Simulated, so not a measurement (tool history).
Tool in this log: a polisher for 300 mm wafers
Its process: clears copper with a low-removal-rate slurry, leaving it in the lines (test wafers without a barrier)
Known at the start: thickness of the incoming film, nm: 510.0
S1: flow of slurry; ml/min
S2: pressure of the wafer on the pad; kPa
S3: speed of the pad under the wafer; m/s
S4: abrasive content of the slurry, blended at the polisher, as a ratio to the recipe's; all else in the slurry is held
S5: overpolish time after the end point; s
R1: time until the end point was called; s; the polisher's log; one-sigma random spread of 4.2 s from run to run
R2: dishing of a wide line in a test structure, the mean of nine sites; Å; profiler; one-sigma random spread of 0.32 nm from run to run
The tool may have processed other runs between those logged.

run    day   S1    S2    S3   S4  S5      R1      R2
  1      0  230  18.6  1.28    1  10  135.72  282.53
  2  0.058  230  18.6  1.28    1   6  134.58   174.7
  3    0.1  230  16.5  1.24    1   7  151.36  173.92
  4  0.404  230  12.4  1.24    1   7   199.8  126.66
  5  0.475  230  12.4  1.24  0.9   7  207.56  130.18
  6  0.617  180  12.4  1.24  0.9   7  206.77  129.46

For run 7, what comes out?
  7  0.775  180  11.7  1.24  0.9   7   ?   ?

R1: 220.67 s
R2: 115.68 Å
